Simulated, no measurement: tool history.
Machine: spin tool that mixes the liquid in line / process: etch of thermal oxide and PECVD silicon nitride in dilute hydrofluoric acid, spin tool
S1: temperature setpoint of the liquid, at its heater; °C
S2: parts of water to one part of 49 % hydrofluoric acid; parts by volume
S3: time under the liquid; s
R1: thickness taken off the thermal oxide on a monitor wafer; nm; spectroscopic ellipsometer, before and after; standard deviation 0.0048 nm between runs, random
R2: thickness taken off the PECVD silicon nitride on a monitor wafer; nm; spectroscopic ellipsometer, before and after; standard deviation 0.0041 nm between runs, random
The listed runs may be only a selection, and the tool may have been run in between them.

| run | hour | S1 | S2 | S3 | R1 | R2 |
|---|---|---|---|---|---|---|
| 1 | 0.0 | 24.0 | 265 | 180 | 2.99240 | 4.35370 |
| 2 | 8.8 | 24.0 | 265 | 255 | 4.24720 | 6.23630 |
| 3 | 17.7 | 26.0 | 265 | 255 | 4.56960 | 7.08550 |
| 4 | 19.0 | 26.0 | 265 | 225 | 3.99450 | 6.19200 |
| 5 | 26.5 | 26.0 | 265 | 265 | 4.73760 | 7.28890 |
| 6 | 28.7 | 26.0 | 215 | 265 | 6.08040 | 9.04860 |
| 7 | 37.2 | 25.0 | 235 | 235 | 4.68640 | 6.92930 |
| 8 | 40.8 | 24.0 | 255 | 210 | 3.68480 | 5.40650 |
| 9 | 46.2 | 20.0 | 360 | 120 | 1.18200 | 1.69340 |
| 10 | 47.7 | 19.5 | 365 | 105 | 0.97914 | 1.41710 |
| 11 | 56.0 | 19.0 | 365 | 95 | 0.89806 | 1.24950 |
| 12 | 63.2 | 19.0 | 360 | 85 | 0.80169 | 1.12910 |
| 13 | 66.7 | 19.0 | 350 | 75 | 0.75163 | 1.03930 |

Estimate the outcome of run 14 from the log above:
| 14 | 68.5 | 17.0 | 295 | 15 | ? | ? |

R1: 0.17245 nm
R2: 0.21308 nm
